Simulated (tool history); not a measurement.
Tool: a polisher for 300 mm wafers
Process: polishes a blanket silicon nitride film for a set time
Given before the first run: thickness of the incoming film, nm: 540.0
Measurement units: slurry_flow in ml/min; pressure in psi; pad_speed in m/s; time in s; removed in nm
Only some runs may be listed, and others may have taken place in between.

run	hour	slurry_flow	pressure	pad_speed	time	removed
1	0.0	320	4.1	0.84	24	44.078
2	3.8	320	4.1	0.84	22	41.666
3	5.7	320	4.2	0.84	22	43.292
4	6.8	320	3.7	0.84	22	37.320
5	8.8	320	3.3	0.84	22	34.132
6	16.3	270	3.3	0.84	22	34.202
7	17.1	270	3.5	0.84	22	35.270
8	22.6	270	3.7	0.84	22	37.496
9	26.1	270	3.9	0.84	22	39.204

Estimate the outcome of run 10 from the log above:
10	29.4	270	4.1	0.84	22	?

{"run 10": {"removed": 41.634}}

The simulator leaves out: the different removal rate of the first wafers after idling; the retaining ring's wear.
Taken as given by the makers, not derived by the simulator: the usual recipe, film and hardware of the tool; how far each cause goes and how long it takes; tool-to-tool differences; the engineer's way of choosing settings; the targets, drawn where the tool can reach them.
